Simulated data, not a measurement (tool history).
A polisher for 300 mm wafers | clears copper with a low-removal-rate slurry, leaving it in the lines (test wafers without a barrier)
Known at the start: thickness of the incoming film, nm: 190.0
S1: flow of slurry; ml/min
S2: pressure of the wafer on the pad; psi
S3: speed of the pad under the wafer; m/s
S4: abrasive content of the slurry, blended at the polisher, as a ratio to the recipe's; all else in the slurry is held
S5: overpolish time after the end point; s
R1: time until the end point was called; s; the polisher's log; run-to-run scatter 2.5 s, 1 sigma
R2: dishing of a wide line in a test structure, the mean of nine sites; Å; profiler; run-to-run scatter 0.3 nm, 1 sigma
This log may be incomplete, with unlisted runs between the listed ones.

run 1 hour=0 | S1=130 S2=2.9 S3=0.88 S4=1 S5=23 | R1=90.764 R2=378.04
run 2 hour=6.9 | S1=130 S2=2.9 S3=0.88 S4=1 S5=14 | R1=90.754 R2=240.25
run 3 hour=9 | S1=130 S2=2.9 S3=0.88 S4=1 S5=19 | R1=91.035 R2=319.94
run 4 hour=10.2 | S1=130 S2=2.8 S3=0.88 S4=1 S5=19 | R1=89.791 R2=308.43
run 5 hour=15.2 | S1=130 S2=2.6 S3=0.86 S4=1 S5=19 | R1=101.26 R2=283.36
run 6 hour=18.2 | S1=145 S2=2.6 S3=0.86 S4=1 S5=19 | R1=97.697 R2=293.33
run 7 hour=24.7 | S1=140 S2=2.5 S3=0.86 S4=1 S5=19 | R1=107.86 R2=279.38
run 8 hour=26.3 | S1=140 S2=2.4 S3=0.86 S4=1 S5=19 | R1=111.1 R2=266.64
run 9 hour=32.1 | S1=140 S2=2.3 S3=0.86 S4=1 S5=19 | R1=115.06 R2=254.26
run 10 hour=38.4 | S1=135 S2=2.2 S3=0.86 S4=1 S5=19 | R1=122.04 R2=244.63
run 11 hour=40.5 | S1=130 S2=2.2 S3=0.86 S4=1 S5=19 | R1=123.12 R2=240.95
-- hour=47.9 worn pad replaced by a new one
run 12 hour=47.9 | S1=125 S2=2.2 S3=0.86 S4=1 S5=19 | R1=108.62 R2=261.16
run 13 hour=54.1 | S1=125 S2=2.2 S3=0.86 S4=1 S5=19 | R1=111.5 R2=267.05

Run 14 has not been measured yet. What should we expect?
run 14 hour=58.6 | S1=130 S2=2.2 S3=0.86 S4=1 S5=19 | R1=? R2=?

R1: 110.36 s
R2: 271.67 Å
